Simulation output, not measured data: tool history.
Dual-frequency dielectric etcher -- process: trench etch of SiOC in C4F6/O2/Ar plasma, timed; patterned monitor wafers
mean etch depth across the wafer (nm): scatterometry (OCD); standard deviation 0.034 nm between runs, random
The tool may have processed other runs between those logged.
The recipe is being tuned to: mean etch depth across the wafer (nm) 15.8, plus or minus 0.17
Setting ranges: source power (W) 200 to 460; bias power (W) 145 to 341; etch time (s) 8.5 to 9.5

run,hour,source power (W),bias power (W),etch time (s),mean etch depth across the wafer (nm)
1,0,330,243,9.5,19.841
2,8.1,330,243,8.5,17.704
3,10.1,320,242,8.5,17.538
4,16,270,242,8.5,16.684
5,17.6,270,280,8.5,17.932
6,20.1,260,276,8.5,17.596
7,21.1,250,273,8.5,17.318
8,30,240,270,8.5,16.922
9,38.4,230,268,8.5,16.717
10,40.4,230,266,8.5,16.621
11,44.5,230,265,8.5,16.617

Of the 4 settings listed for the next run, only one would bring every result within its allowed miss of target. Which one?
A,48.6,230,252,8.5,?
B,48.6,210,273,8.5,?
C,48.6,230,225,8.5,?
D,48.6,230,242,8.5,?

move,mean etch depth across the wafer (nm)
A,16.15
B,16.393
C,15.19
D,15.804
A: gains on the last run, yet a result remains outside its allowed miss
B: gains on the last run, yet a result remains outside its allowed miss
C: takes the result that was furthest off past its target
D: in spec on every target
Answer: D
